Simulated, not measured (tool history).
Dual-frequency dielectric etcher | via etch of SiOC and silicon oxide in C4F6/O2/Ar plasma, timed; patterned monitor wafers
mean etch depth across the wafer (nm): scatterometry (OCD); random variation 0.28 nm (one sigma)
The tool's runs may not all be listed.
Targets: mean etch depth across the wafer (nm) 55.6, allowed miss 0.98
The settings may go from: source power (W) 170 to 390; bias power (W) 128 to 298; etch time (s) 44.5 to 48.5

run,hour,source power (W),bias power (W),etch time (s),mean etch depth across the wafer (nm)
1,0,280,213,48.5,50.479
2,6.9,280,213,44.5,46.54
3,8.9,280,213,44.5,45.964
4,10.2,310,223,44.5,47.821
5,17.6,320,245,45.5,50.561
6,24.5,330,258,46,52.39
7,30.5,340,264,46,52.841
8,36.6,350,270,46,53.304
9,41,360,276,46,54.117
10,44,360,279,46,54.204

5 next moves are on the table. One of them brings every result within its allowed miss. Which?
A,47,390,246,44.5,?
B,47,390,239,45.5,?
C,47,340,280,46,?
D,47,340,280,45.5,?
E,47,360,256,47.5,?

move,mean etch depth across the wafer (nm)
A,52.566
B,53.436
C,53.552
D,52.97
E,55.198
A: further off than the last run
B: further off than the last run
C: further off than the last run
D: further off than the last run
E: meets every target
Answer: E
